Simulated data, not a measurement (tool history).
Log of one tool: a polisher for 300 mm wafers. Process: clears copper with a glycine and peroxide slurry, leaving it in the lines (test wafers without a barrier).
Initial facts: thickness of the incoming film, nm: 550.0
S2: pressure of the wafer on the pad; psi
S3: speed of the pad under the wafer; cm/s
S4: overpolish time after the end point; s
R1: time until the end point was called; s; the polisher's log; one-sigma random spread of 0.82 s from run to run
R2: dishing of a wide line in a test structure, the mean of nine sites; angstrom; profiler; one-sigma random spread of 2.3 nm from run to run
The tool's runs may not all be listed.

run 1 day=0.000 | flow_of_slurry_(ml/min)=205 S2=3.0 S3=130 S4=28 | R1=66.387 R2=1069.90
run 2 day=0.371 | flow_of_slurry_(ml/min)=205 S2=3.1 S3=130 S4=28 | R1=63.554 R2=1114.60
run 3 day=0.517 | flow_of_slurry_(ml/min)=205 S2=3.1 S3=98 S4=28 | R1=85.322 R2=943.75
run 4 day=0.583 | flow_of_slurry_(ml/min)=205 S2=2.8 S3=98 S4=28 | R1=92.292 R2=910.40
run 5 day=0.896 | flow_of_slurry_(ml/min)=205 S2=2.8 S3=120 S4=28 | R1=76.689 R2=987.97
run 6 day=1.000 | flow_of_slurry_(ml/min)=205 S2=3.0 S3=120 S4=28 | R1=73.642 R2=1027.40
run 7 day=1.325 | flow_of_slurry_(ml/min)=205 S2=3.2 S3=120 S4=28 | R1=69.853 R2=1124.00
run 8 day=1.454 | flow_of_slurry_(ml/min)=205 S2=3.3 S3=122 S4=26 | R1=66.660 R2=1056.20
run 9 day=1.633 | flow_of_slurry_(ml/min)=205 S2=3.4 S3=122 S4=26 | R1=65.519 R2=1081.30

Predict the results of run 10:
run 10 day=1.729 | flow_of_slurry_(ml/min)=205 S2=3.5 S3=122 S4=26 | R1=? R2=?

{"run 10": {"R1": 61.696, "R2": 1084.7}}

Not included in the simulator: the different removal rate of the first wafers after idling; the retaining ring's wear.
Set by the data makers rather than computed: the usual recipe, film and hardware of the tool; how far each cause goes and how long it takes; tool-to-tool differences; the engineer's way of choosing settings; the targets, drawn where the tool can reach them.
